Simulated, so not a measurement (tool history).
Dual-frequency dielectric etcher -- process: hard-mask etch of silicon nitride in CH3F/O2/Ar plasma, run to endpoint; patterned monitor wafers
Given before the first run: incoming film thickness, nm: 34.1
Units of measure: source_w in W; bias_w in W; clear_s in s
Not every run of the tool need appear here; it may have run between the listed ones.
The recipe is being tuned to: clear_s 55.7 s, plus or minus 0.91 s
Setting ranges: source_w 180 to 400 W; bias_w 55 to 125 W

run    day  source_w  bias_w  clear_s
  1      0       290      90   49.381
  2  0.192       250      90    54.09
  3  0.271       250     104   50.561
  4  0.454       250     111   49.293
  5   0.75       250     125   47.349
  6  0.825       230     120   50.712
  7  0.875       180     117   64.637
  8  0.962       190     117   60.133
  9  1.312       200     117   57.674
 10  1.404       210     117   54.928
 11  1.496       210     117   54.745

4 next moves are on the table. One of them brings every result within its allowed miss. Which?
  A  1.588       200     123        ?
  B  1.588       210     125        ?
  C  1.588       210     121        ?
  D  1.588       220     117        ?

move  clear_s
   A   56.154
   B   53.203
   C   53.932
   D    52.88
A: all results in spec
B: further off than the last run
C: further off than the last run
D: further off than the last run
A meets every target.
